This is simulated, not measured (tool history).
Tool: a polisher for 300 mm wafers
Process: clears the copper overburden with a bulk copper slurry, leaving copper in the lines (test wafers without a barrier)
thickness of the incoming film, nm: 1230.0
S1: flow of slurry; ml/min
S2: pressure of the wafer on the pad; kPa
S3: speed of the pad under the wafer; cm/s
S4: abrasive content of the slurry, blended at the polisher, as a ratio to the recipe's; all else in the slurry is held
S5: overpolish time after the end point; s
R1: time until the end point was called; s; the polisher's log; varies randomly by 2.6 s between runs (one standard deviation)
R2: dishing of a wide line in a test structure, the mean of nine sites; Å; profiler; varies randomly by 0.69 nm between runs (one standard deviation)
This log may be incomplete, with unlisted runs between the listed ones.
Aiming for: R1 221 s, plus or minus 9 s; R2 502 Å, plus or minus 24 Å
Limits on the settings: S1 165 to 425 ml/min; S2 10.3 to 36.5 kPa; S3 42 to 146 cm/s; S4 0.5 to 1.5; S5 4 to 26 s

run  hour   S1    S2  S3   S4  S5      R1      R2
  1     0  275  23.4  94    1  13  125.06  590.68
  2   4.2  210  23.4  94    1  13  131.65  578.42
  3   7.9  205  20.7  94    1  14  145.66  560.65
  4  13.5  205  24.8  94    1  14  123.56  622.29
  5  16.7  205  24.8  94  0.8  14   123.9  617.92
  6    24  165  24.8  94  0.8  14  129.88   615.7
  7  31.1  165  22.1  94  0.8  15  145.48  595.96
  8  33.8  165    20  94  0.8  16  159.27  579.85
  9    36  165  13.1  92  0.8  18   240.5  455.69
 10  38.6  165  13.8  92  0.8  18  223.48  466.31

Which of these 4 next moves meets every target?
  A  41.2  180  15.2  92  0.95  21   ?   ?
  B  41.2  165  13.1  96  0.65  16   ?   ?
  C  41.2  245  13.8  88   0.9  20   ?   ?
  D  41.2  210  14.5  94  0.85  18   ?   ?

move      R1      R2
   A  198.85   559.8
   B  233.84  436.17
   C  220.58  512.59
   D  204.67  508.55
A: carries the result that was furthest off beyond its target, to the other side
B: the biggest miss grows against the last run
C: each result inside its tolerance
D: brings the result that was furthest off to its target, and leaves another outside
Go with C: it meets all targets.

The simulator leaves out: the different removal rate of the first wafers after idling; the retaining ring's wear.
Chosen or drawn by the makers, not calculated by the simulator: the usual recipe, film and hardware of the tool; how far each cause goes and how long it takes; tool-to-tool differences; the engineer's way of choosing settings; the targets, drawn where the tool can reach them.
